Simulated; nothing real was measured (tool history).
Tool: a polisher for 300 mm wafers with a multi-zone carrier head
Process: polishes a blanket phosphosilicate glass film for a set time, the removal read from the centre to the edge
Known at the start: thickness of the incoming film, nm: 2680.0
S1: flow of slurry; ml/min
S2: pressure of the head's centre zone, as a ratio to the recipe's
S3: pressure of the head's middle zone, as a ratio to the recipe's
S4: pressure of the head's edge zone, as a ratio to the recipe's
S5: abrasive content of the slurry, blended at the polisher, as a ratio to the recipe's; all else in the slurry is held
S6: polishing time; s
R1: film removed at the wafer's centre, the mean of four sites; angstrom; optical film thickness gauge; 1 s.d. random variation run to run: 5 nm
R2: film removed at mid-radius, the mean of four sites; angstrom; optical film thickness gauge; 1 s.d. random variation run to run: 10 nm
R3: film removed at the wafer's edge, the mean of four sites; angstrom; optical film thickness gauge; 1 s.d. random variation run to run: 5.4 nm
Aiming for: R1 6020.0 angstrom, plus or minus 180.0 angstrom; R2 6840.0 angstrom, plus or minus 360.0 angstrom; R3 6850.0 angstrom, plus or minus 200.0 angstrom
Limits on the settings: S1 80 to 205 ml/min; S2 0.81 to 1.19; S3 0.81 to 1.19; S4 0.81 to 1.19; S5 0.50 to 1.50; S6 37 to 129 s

{"run": 1, "hour": 0.0, "S1": 135, "S2": 1.0, "S3": 1.0, "S4": 1.0, "S5": 1.0, "S6": 83, "R1": 6038.3, "R2": 5924.9, "R3": 5944.9}
{"run": 2, "hour": 8.1, "S1": 160, "S2": 1.0, "S3": 1.0, "S4": 1.0, "S5": 1.0, "S6": 83, "R1": 6366.9, "R2": 6285.1, "R3": 6120.3}
{"run": 3, "hour": 11.9, "S1": 160, "S2": 1.0, "S3": 1.0, "S4": 1.0, "S5": 1.0, "S6": 95, "R1": 7151.5, "R2": 7032.4, "R3": 7003.6}
{"run": 4, "hour": 14.2, "S1": 145, "S2": 0.97, "S3": 1.02, "S4": 1.01, "S5": 1.0, "S6": 95, "R1": 6914.6, "R2": 6918.0, "R3": 6880.4}
{"run": 5, "hour": 19.4, "S1": 145, "S2": 0.92, "S3": 1.02, "S4": 1.01, "S5": 1.0, "S6": 95, "R1": 6699.2, "R2": 6974.4, "R3": 7035.7}
{"run": 6, "hour": 21.6, "S1": 145, "S2": 0.92, "S3": 1.02, "S4": 0.98, "S5": 1.0, "S6": 95, "R1": 6719.6, "R2": 6903.3, "R3": 6877.9}
{"run": 7, "hour": 29.2, "S1": 135, "S2": 0.89, "S3": 1.04, "S4": 0.99, "S5": 1.0, "S6": 95, "R1": 6429.7, "R2": 7047.5, "R3": 6822.0}
{"run": 8, "hour": 36.5, "S1": 130, "S2": 0.87, "S3": 1.04, "S4": 1.0, "S5": 1.0, "S6": 95, "R1": 6356.4, "R2": 6994.0, "R3": 6765.3}

Below are 4 possible settings for the next run. Only one of them brings all results inside the allowed miss of their targets. Which is it?
{"run": "A", "hour": 43.8, "S1": 150, "S2": 0.86, "S3": 0.83, "S4": 1.06, "S5": 1.1, "S6": 92, "R1": "?", "R2": "?", "R3": "?"}
{"run": "B", "hour": 43.8, "S1": 140, "S2": 0.83, "S3": 0.94, "S4": 1.06, "S5": 1.05, "S6": 90, "R1": "?", "R2": "?", "R3": "?"}
{"run": "C", "hour": 43.8, "S1": 135, "S2": 0.86, "S3": 0.94, "S4": 0.96, "S5": 1.05, "S6": 96, "R1": "?", "R2": "?", "R3": "?"}
{"run": "D", "hour": 43.8, "S1": 130, "S2": 0.81, "S3": 1.01, "S4": 1.02, "S5": 0.9, "S6": 100, "R1": "?", "R2": "?", "R3": "?"}

move=A R1=6673.1 R2=6098.1 R3=7233.2
move=B R1=6176.6 R2=6386.8 R3=6852.3
move=C R1=6654.1 R2=6756.6 R3=6983.3
move=D R1=6196.7 R2=6910.1 R3=6897.6
A: moves away from the targets compared with the last run
B: the worst result of the last run now meets its target, but another is out of spec
C: moves away from the targets compared with the last run
D: meets every target
D is the move that brings every result within its allowed miss.
